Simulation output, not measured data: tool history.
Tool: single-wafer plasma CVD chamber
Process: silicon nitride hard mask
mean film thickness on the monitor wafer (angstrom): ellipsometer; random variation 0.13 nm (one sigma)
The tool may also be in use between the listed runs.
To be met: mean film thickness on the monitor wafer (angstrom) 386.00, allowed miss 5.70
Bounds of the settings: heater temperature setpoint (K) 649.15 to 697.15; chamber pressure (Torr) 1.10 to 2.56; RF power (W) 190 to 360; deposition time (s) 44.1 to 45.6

| run | hour | heater temperature setpoint (K) | chamber pressure (Torr) | RF power (W) | deposition time (s) | mean film thickness on the monitor wafer (angstrom) |
|---|---|---|---|---|---|---|
| 1 | 0.0 | 673.15 | 1.83 | 275 | 44.1 | 464.40 |
| 2 | 4.7 | 673.15 | 1.63 | 265 | 44.1 | 434.68 |
| 3 | 7.4 | 684.15 | 1.63 | 265 | 44.1 | 433.84 |
| 4 | 14.6 | 684.15 | 1.63 | 265 | 44.1 | 436.21 |
| 5 | 16.2 | 684.15 | 1.49 | 260 | 44.1 | 416.64 |
| 6 | 18.9 | 674.15 | 1.49 | 260 | 44.1 | 420.57 |
| 7 | 26.5 | 674.15 | 1.38 | 255 | 44.1 | 406.32 |
| 8 | 33.9 | 674.15 | 1.30 | 255 | 44.1 | 400.72 |
| 9 | 41.4 | 674.15 | 1.30 | 255 | 44.1 | 397.32 |
| 10 | 45.7 | 674.15 | 1.26 | 255 | 44.1 | 396.69 |
| 11 | 47.6 | 674.15 | 1.10 | 250 | 44.1 | 374.80 |

Which of these 4 next moves meets every target?
| A | 49.5 | 676.15 | 1.22 | 240 | 45.6 | ? |
| B | 49.5 | 673.15 | 1.10 | 240 | 44.1 | ? |
| C | 49.5 | 676.15 | 1.10 | 245 | 44.1 | ? |
| D | 49.5 | 679.15 | 1.10 | 240 | 44.1 | ? |

| move | mean film thickness on the monitor wafer (angstrom) |
|---|---|
| A | 381.03 |
| B | 359.05 |
| C | 365.06 |
| D | 358.05 |
A: meets every target
B: further off than the last run
C: further off than the last run
D: further off than the last run
Answer: A

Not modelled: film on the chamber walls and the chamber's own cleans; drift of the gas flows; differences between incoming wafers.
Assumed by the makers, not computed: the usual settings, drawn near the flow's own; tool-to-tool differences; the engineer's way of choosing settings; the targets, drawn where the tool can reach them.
